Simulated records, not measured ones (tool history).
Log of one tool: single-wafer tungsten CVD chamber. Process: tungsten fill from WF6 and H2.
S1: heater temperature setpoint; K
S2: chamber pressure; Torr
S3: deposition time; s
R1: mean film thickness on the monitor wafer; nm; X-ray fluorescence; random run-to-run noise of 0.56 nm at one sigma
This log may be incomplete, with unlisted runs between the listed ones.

{"run": 1, "day": 0.0, "S1": 668.15, "S2": 39.3, "S3": 38.2, "R1": 116.25}
{"run": 2, "day": 0.121, "S1": 675.15, "S2": 39.3, "S3": 38.2, "R1": 128.55}
{"run": 3, "day": 0.354, "S1": 676.15, "S2": 39.3, "S3": 38.2, "R1": 131.6}
{"run": 4, "day": 0.421, "S1": 682.15, "S2": 39.3, "S3": 38.2, "R1": 144.19}
{"run": 5, "day": 0.721, "S1": 681.15, "S2": 39.3, "S3": 38.2, "R1": 142.89}
{"run": 6, "day": 0.871, "S1": 673.15, "S2": 39.3, "S3": 38.2, "R1": 126.14}
{"run": 7, "day": 1.033, "S1": 674.15, "S2": 39.3, "S3": 38.2, "R1": 127.56}

What does the tool deliver on the next run?
{"run": 8, "day": 1.204, "S1": 675.15, "S2": 39.3, "S3": 38.2, "R1": "?"}

{"run 8": {"R1": 129.52}}
